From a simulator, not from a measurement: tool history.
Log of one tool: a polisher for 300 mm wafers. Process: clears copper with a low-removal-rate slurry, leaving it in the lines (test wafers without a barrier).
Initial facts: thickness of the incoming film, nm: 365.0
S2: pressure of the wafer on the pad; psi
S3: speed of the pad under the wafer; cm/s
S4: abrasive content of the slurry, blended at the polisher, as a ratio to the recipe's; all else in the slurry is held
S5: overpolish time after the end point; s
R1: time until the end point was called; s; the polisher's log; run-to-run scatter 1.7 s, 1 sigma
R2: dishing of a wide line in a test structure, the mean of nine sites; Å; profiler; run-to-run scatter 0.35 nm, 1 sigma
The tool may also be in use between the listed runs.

{"run": 1, "day": 0.0, "flow of slurry (ml/min)": 205, "S2": 3.9, "S3": 132, "S4": 1, "S5": 9, "R1": 59.272, "R2": 307.57}
{"run": 2, "day": 0.083, "flow of slurry (ml/min)": 205, "S2": 3.7, "S3": 132, "S4": 1, "S5": 9, "R1": 63.014, "R2": 302.95}
{"run": 3, "day": 0.317, "flow of slurry (ml/min)": 230, "S2": 3.7, "S3": 132, "S4": 1, "S5": 9, "R1": 61.527, "R2": 304.16}
{"run": 4, "day": 0.604, "flow of slurry (ml/min)": 230, "S2": 3.5, "S3": 132, "S4": 1, "S5": 9, "R1": 65.916, "R2": 298.3}
{"run": 5, "day": 0.942, "flow of slurry (ml/min)": 270, "S2": 3.5, "S3": 132, "S4": 1, "S5": 9, "R1": 62.971, "R2": 298.02}
{"run": 6, "day": 1.262, "flow of slurry (ml/min)": 290, "S2": 3.5, "S3": 132, "S4": 1, "S5": 9, "R1": 62.851, "R2": 302.16}
{"run": 7, "day": 1.529, "flow of slurry (ml/min)": 290, "S2": 3.3, "S3": 132, "S4": 1, "S5": 9, "R1": 65.219, "R2": 286.82}
{"run": 8, "day": 1.879, "flow of slurry (ml/min)": 290, "S2": 3.2, "S3": 132, "S4": 1, "S5": 9, "R1": 70.35, "R2": 287.92}

Run 9 is up next; what results do you expect?
{"run": 9, "day": 2.071, "flow of slurry (ml/min)": 290, "S2": 3.1, "S3": 132, "S4": 1, "S5": 9, "R1": "?", "R2": "?"}

Logged for run 9: R1 72.033 s, R2 282.84 Å.

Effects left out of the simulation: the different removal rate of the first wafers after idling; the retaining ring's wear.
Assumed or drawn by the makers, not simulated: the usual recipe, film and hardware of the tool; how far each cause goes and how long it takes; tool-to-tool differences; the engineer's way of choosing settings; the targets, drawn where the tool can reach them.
